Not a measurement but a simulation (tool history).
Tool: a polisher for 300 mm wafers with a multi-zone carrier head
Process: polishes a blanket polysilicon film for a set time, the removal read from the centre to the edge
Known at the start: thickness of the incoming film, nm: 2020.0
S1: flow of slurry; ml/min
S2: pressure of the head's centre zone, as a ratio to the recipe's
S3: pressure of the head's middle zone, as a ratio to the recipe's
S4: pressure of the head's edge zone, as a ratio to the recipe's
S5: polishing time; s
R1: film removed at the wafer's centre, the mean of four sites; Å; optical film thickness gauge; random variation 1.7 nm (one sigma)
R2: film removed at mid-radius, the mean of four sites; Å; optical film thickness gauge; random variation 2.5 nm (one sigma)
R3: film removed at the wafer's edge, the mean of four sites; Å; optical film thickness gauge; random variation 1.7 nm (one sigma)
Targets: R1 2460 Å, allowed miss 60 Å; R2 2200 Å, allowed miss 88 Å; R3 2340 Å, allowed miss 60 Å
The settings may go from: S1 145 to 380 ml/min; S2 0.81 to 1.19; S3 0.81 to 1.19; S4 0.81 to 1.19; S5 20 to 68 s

| run | hour | S1 | S2 | S3 | S4 | S5 | R1 | R2 | R3 |
|---|---|---|---|---|---|---|---|---|---|
| 1 | 0 | 245 | 1 | 1 | 1 | 44 | 2887.1 | 2782 | 2883.2 |
| 2 | 2.3 | 245 | 1 | 1 | 1 | 50 | 3307.7 | 3180.4 | 3242.2 |
| 3 | 10.4 | 240 | 1 | 0.99 | 0.98 | 49 | 3186.8 | 3061.1 | 3190.2 |
| 4 | 16.3 | 240 | 1 | 1.02 | 0.98 | 49 | 3206.1 | 3155.3 | 3156.8 |
| 5 | 19.3 | 240 | 1 | 0.93 | 0.98 | 49 | 3179.1 | 2848.9 | 3197.9 |
| 6 | 24.4 | 245 | 1 | 0.93 | 0.97 | 47 | 3068.4 | 2868.4 | 3007.5 |
| 7 | 31.2 | 235 | 1 | 0.92 | 0.96 | 46 | 2985.4 | 2664.5 | 2922.2 |
| 8 | 38.1 | 235 | 0.99 | 0.92 | 0.94 | 45 | 2894.3 | 2653.1 | 2832.6 |
| 9 | 45.1 | 235 | 0.99 | 0.92 | 0.94 | 45 | 2905 | 2677.7 | 2836.4 |
| 10 | 50.8 | 230 | 0.99 | 0.91 | 0.93 | 44 | 2870.2 | 2532.3 | 2805.2 |
| 11 | 58.2 | 235 | 0.99 | 0.91 | 0.92 | 43 | 2742.1 | 2554.9 | 2673.4 |
| 12 | 64.3 | 230 | 0.99 | 0.9 | 0.91 | 43 | 2746.1 | 2466.2 | 2682 |
| 13 | 69.5 | 230 | 0.99 | 0.9 | 0.9 | 42 | 2709.9 | 2430.2 | 2613.7 |
| 14 | 77.7 | 190 | 0.96 | 0.86 | 0.81 | 39 | 2353 | 2145.9 | 2269.6 |
| 15 | 85.3 | 195 | 0.96 | 0.86 | 0.81 | 39 | 2363 | 2139.7 | 2257.9 |

5 next moves are on the table. One of them brings every result within its allowed miss. Which?
| A | 92.9 | 215 | 0.96 | 0.86 | 0.84 | 38 | ? | ? | ? |
| B | 92.9 | 155 | 0.97 | 0.87 | 0.81 | 41 | ? | ? | ? |
| C | 92.9 | 300 | 0.91 | 0.92 | 0.83 | 36 | ? | ? | ? |
| D | 92.9 | 145 | 0.91 | 0.92 | 0.95 | 40 | ? | ? | ? |
| E | 92.9 | 210 | 0.9 | 0.95 | 0.82 | 38 | ? | ? | ? |

| move | R1 | R2 | R3 |
|---|---|---|---|
| A | 2362.6 | 2107.4 | 2306.8 |
| B | 2455 | 2198.7 | 2373.7 |
| C | 2204.1 | 2185.6 | 2229.3 |
| D | 2221.5 | 2224.7 | 2466.1 |
| E | 2208.4 | 2283.4 | 2275.5 |
A: as far off as the last run
B: meets every target
C: further off than the last run
D: further off than the last run
E: further off than the last run
The right move is B.

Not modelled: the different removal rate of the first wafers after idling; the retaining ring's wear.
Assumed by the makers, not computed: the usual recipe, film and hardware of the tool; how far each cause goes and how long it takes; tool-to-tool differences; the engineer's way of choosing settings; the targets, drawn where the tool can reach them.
